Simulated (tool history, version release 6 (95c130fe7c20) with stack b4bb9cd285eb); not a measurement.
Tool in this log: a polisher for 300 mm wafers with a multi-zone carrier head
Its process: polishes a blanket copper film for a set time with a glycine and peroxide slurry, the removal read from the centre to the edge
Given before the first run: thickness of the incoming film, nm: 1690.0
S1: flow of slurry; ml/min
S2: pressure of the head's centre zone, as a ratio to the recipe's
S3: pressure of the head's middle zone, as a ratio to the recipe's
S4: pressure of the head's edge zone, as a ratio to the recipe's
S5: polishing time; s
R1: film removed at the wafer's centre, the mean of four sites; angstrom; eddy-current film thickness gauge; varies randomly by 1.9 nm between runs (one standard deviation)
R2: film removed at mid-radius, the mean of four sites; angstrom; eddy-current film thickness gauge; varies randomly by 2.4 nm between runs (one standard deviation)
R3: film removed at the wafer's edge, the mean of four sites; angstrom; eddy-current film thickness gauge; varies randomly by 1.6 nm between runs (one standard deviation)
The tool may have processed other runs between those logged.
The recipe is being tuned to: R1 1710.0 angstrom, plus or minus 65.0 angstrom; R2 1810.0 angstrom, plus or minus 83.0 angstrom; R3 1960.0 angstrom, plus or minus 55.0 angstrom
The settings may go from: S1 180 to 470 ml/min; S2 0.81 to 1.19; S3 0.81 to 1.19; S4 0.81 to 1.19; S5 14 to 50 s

run  hour   S1    S2    S3    S4  S5      R1      R2      R3
  1   0.0  300  1.00  1.00  1.00  32  2480.1  2523.2  2532.8
  2   0.9  295  0.97  0.97  0.98  31  2316.3  2383.4  2483.6
  3   5.5  295  0.96  0.96  0.97  29  2142.8  2182.1  2264.8
  4   6.7  295  0.96  0.96  0.97  37  2709.5  2835.4  2919.1
  5  14.1  295  0.99  0.96  0.97  37  2785.5  2837.1  2941.9
  6  20.3  295  0.99  0.96  0.89  37  2837.6  2814.4  2785.1
  7  27.6  290  0.95  0.94  0.88  35  2567.9  2574.3  2631.3
  8  35.5  285  0.92  0.93  0.87  33  2352.8  2396.8  2490.4
  9  39.0  280  0.90  0.93  0.86  31  2168.8  2287.8  2330.2
 10  42.1  280  0.89  0.92  0.86  30  2078.0  2176.8  2240.1
 11  46.2  280  0.89  0.92  0.86  30  2088.2  2213.7  2244.2
 12  52.3  275  0.88  0.90  0.86  29  1979.7  2088.8  2199.2
 13  56.1  275  0.87  0.89  0.85  28  1906.7  1978.2  2080.5
 14  57.4  275  0.86  0.88  0.85  28  1870.8  1927.7  2066.5
 15  58.4  275  0.85  0.88  0.85  28  1829.9  1973.0  2087.6
 16  62.2  275  0.85  0.87  0.85  28  1862.3  1948.3  2070.1
 17  70.4  275  0.84  0.86  0.85  28  1853.4  1903.8  2085.2
 18  75.2  275  0.84  0.86  0.85  28  1822.4  1966.9  2035.5

Next run, 5 choices. One meets every target within its allowed miss, the rest don't. Which?
  A  80.0  185  0.85  0.88  0.98  27   ?   ?   ?
  B  80.0  235  0.84  0.86  0.86  27   ?   ?   ?
  C  80.0  180  0.81  0.92  1.06  26   ?   ?   ?
  D  80.0  320  0.86  0.90  0.81  25   ?   ?   ?
  E  80.0  260  0.81  0.83  0.91  27   ?   ?   ?

move      R1      R2      R3
   A  1674.4  1797.8  2046.4
   B  1719.0  1823.3  1974.5
   C  1539.3  1788.8  2039.9
   D  1685.1  1811.0  1824.3
   E  1687.1  1792.0  2044.9
A: the furthest-off result lands on target, but another misses its tolerance
B: all results in spec
C: the furthest-off result lands on target, but another misses its tolerance
D: the furthest-off result lands on target, but another misses its tolerance
E: the furthest-off result lands on target, but another misses its tolerance
Move B is the one to make.

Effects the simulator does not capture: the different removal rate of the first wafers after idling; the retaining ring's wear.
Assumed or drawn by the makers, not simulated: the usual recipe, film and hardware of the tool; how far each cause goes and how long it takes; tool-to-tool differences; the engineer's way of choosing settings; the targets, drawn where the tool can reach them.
